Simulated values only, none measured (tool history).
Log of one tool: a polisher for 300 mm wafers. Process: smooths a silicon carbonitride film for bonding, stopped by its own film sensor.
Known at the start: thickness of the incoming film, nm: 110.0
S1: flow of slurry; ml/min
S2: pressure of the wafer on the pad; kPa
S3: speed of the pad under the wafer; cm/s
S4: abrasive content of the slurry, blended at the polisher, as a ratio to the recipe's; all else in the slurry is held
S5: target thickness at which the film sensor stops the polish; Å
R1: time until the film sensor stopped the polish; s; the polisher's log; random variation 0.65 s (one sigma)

Run 1, day 0.000: S1 250 ml/min, S2 10.3 kPa, S3 112 cm/s, S4 1.00, S5 970 Å. Result: R1 59.454 s.
Run 2, day 0.067: S1 250 ml/min, S2 10.3 kPa, S3 94 cm/s, S4 1.00, S5 970 Å. Result: R1 69.977 s.
Run 3, day 0.238: S1 250 ml/min, S2 11.0 kPa, S3 96 cm/s, S4 1.00, S5 970 Å. Result: R1 62.010 s.
Run 4, day 0.354: S1 250 ml/min, S2 11.0 kPa, S3 96 cm/s, S4 1.15, S5 970 Å. Result: R1 58.985 s.
Run 5, day 0.438: S1 250 ml/min, S2 11.7 kPa, S3 96 cm/s, S4 1.15, S5 970 Å. Result: R1 56.957 s.
Run 6, day 0.638: S1 300 ml/min, S2 11.7 kPa, S3 96 cm/s, S4 1.15, S5 970 Å. Result: R1 54.756 s.
Run 7, day 0.825: S1 300 ml/min, S2 12.4 kPa, S3 96 cm/s, S4 1.15, S5 970 Å. Result: R1 51.996 s.

Forecast run 8:
Run 8, day 0.992: S1 300 ml/min, S2 13.1 kPa, S3 96 cm/s, S4 1.15, S5 970 Å. Result: R1 ?.

Run 8 gave R1 48.306 s.
